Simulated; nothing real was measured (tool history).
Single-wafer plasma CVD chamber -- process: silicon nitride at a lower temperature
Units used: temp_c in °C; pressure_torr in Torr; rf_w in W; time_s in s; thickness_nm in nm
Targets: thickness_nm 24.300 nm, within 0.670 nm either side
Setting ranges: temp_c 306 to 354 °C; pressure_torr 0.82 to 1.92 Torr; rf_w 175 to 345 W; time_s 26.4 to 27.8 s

Run 1, hour 0.0: temp_c 330 °C, pressure_torr 1.37 Torr, rf_w 260 W, time_s 27.8 s. Result: thickness_nm 29.879 nm.
Run 2, hour 3.1: temp_c 330 °C, pressure_torr 1.37 Torr, rf_w 260 W, time_s 26.4 s. Result: thickness_nm 28.479 nm.
Run 3, hour 6.2: temp_c 330 °C, pressure_torr 1.28 Torr, rf_w 250 W, time_s 26.4 s. Result: thickness_nm 27.337 nm.
Run 4, hour 14.6: temp_c 339 °C, pressure_torr 1.28 Torr, rf_w 250 W, time_s 26.4 s. Result: thickness_nm 27.259 nm.
Run 5, hour 19.7: temp_c 339 °C, pressure_torr 1.21 Torr, rf_w 245 W, time_s 26.4 s. Result: thickness_nm 26.485 nm.
Run 6, hour 22.6: temp_c 339 °C, pressure_torr 1.21 Torr, rf_w 270 W, time_s 26.4 s. Result: thickness_nm 28.527 nm.
Run 7, hour 30.5: temp_c 339 °C, pressure_torr 1.15 Torr, rf_w 260 W, time_s 26.4 s. Result: thickness_nm 27.466 nm.
Run 8, hour 35.0: temp_c 339 °C, pressure_torr 1.11 Torr, rf_w 250 W, time_s 26.4 s. Result: thickness_nm 26.417 nm.
Run 9, hour 43.0: temp_c 339 °C, pressure_torr 1.07 Torr, rf_w 245 W, time_s 26.4 s. Result: thickness_nm 25.971 nm.
Run 10, hour 44.9: temp_c 339 °C, pressure_torr 1.04 Torr, rf_w 240 W, time_s 26.4 s. Result: thickness_nm 25.382 nm.
Run 11, hour 53.5: temp_c 339 °C, pressure_torr 1.01 Torr, rf_w 240 W, time_s 26.4 s. Result: thickness_nm 25.058 nm.
Run 12, hour 60.9: temp_c 339 °C, pressure_torr 0.99 Torr, rf_w 240 W, time_s 26.4 s. Result: thickness_nm 24.817 nm.
Run 13, hour 69.6: temp_c 339 °C, pressure_torr 0.98 Torr, rf_w 240 W, time_s 26.4 s. Result: thickness_nm 24.941 nm.

5 next moves are on the table. One of them brings every result within its allowed miss. Which?
Run A, hour 78.3: temp_c 330 °C, pressure_torr 1.25 Torr, rf_w 220 W, time_s 26.4 s. Result: thickness_nm ?.
Run B, hour 78.3: temp_c 343 °C, pressure_torr 0.89 Torr, rf_w 265 W, time_s 26.7 s. Result: thickness_nm ?.
Run C, hour 78.3: temp_c 354 °C, pressure_torr 0.83 Torr, rf_w 255 W, time_s 26.8 s. Result: thickness_nm ?.
Run D, hour 78.3: temp_c 332 °C, pressure_torr 0.83 Torr, rf_w 260 W, time_s 27.1 s. Result: thickness_nm ?.
Run E, hour 78.3: temp_c 348 °C, pressure_torr 1.22 Torr, rf_w 225 W, time_s 27.3 s. Result: thickness_nm ?.

move  thickness_nm
   A        24.258
   B        26.580
   C        25.459
   D        26.354
   E        25.270
A: in spec on every target
B: further off than the last run
C: further off than the last run
D: further off than the last run
E: further off than the last run
The right move is A.

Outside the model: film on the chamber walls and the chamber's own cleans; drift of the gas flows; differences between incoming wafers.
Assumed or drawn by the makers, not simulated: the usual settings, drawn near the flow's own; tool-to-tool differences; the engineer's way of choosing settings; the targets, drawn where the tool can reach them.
